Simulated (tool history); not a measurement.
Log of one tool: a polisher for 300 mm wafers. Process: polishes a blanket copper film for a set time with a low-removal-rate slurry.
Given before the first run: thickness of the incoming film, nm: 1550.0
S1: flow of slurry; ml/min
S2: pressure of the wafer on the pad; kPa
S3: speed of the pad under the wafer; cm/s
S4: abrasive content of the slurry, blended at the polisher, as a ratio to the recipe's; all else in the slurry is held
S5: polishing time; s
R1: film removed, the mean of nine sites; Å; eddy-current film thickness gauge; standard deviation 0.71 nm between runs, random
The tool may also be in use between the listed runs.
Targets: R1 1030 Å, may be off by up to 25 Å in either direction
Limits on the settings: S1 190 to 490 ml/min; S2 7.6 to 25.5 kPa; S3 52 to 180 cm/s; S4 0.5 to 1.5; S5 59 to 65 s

run	day	S1	S2	S3	S4	S5	R1
1	0	315	16.5	116	1	65	1859.8
2	0.233	310	13.8	114	1	65	1498.2
3	0.612	305	11.7	114	1	65	1294.3
4	0.658	305	14.5	114	1	65	1594.8
5	0.683	305	14.5	128	1	65	1750.8
6	0.862	305	14.5	128	1	59	1608.4
7	1.15	300	12.4	128	1	59	1368.6
8	1.221	290	11	128	1	59	1216
9	1.417	290	11	128	1	59	1218.5
10	1.521	270	10.3	128	1	59	1124.4

Exercise: of the 5 proposed moves below, exactly one satisfies all targets within the stated allowed misses. Which move is it?
A	1.625	310	9	126	1.05	64	?
B	1.625	190	9	118	0.95	63	?
C	1.625	235	9.7	116	1	63	?
D	1.625	325	10.3	120	0.95	59	?
E	1.625	255	8.3	144	0.9	65	?

move	R1
A	1082
B	941.55
C	1027.3
D	1069.1
E	1084.7
A: an improvement on the last run, though not all results are within tolerance
B: moves the result that the last run missed by most past its target, out the other side
C: meets every target
D: an improvement on the last run, though not all results are within tolerance
E: an improvement on the last run, though not all results are within tolerance
C meets every target.
